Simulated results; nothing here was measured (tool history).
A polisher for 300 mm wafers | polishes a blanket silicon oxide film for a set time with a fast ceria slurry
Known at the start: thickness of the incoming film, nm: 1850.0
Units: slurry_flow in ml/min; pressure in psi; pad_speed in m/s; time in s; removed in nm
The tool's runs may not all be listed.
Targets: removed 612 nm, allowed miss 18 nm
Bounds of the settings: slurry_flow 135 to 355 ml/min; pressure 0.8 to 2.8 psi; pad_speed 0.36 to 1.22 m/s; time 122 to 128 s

{"run": 1, "hour": 0.0, "slurry_flow": 225, "pressure": 1.8, "pad_speed": 0.78, "time": 122, "removed": 1114.3}
{"run": 2, "hour": 8.6, "slurry_flow": 190, "pressure": 1.8, "pad_speed": 0.78, "time": 122, "removed": 1084.9}
{"run": 3, "hour": 14.2, "slurry_flow": 185, "pressure": 1.5, "pad_speed": 0.78, "time": 122, "removed": 920.02}
{"run": 4, "hour": 22.9, "slurry_flow": 180, "pressure": 1.3, "pad_speed": 0.78, "time": 122, "removed": 780.29}
{"run": 5, "hour": 23.9, "slurry_flow": 175, "pressure": 1.2, "pad_speed": 0.78, "time": 122, "removed": 722.65}
{"run": 6, "hour": 28.2, "slurry_flow": 170, "pressure": 1.1, "pad_speed": 0.78, "time": 122, "removed": 652.26}
{"run": 7, "hour": 34.5, "slurry_flow": 165, "pressure": 1.1, "pad_speed": 0.78, "time": 122, "removed": 654.75}
{"run": 8, "hour": 38.1, "slurry_flow": 160, "pressure": 1.1, "pad_speed": 0.78, "time": 122, "removed": 654.97}
{"run": 9, "hour": 39.5, "slurry_flow": 155, "pressure": 1.1, "pad_speed": 0.78, "time": 122, "removed": 647.92}
{"run": 10, "hour": 40.0, "slurry_flow": 150, "pressure": 1.1, "pad_speed": 0.78, "time": 122, "removed": 650.23}
{"run": 11, "hour": 47.4, "slurry_flow": 145, "pressure": 1.1, "pad_speed": 0.78, "time": 122, "removed": 634.5}
{"run": 12, "hour": 54.8, "slurry_flow": 140, "pressure": 1, "pad_speed": 0.78, "time": 122, "removed": 576.65}
{"run": 13, "hour": 60.3, "slurry_flow": 150, "pressure": 1, "pad_speed": 0.78, "time": 122, "removed": 586.12}
{"run": 14, "hour": 69.1, "slurry_flow": 155, "pressure": 1, "pad_speed": 0.78, "time": 122, "removed": 593.67}

4 next moves are on the table. One of them brings every result within its allowed miss. Which?
{"run": "A", "hour": 77.9, "slurry_flow": 155, "pressure": 0.9, "pad_speed": 0.9, "time": 122, "removed": "?"}
{"run": "B", "hour": 77.9, "slurry_flow": 175, "pressure": 0.9, "pad_speed": 0.76, "time": 127, "removed": "?"}
{"run": "C", "hour": 77.9, "slurry_flow": 140, "pressure": 1, "pad_speed": 0.74, "time": 128, "removed": "?"}
{"run": "D", "hour": 77.9, "slurry_flow": 135, "pressure": 1, "pad_speed": 0.76, "time": 122, "removed": "?"}

move=A removed=616.7
move=B removed=557.15
move=C removed=578.32
move=D removed=560.89
A: meets every target
B: further off than the last run
C: further off than the last run
D: further off than the last run
The right move is A.
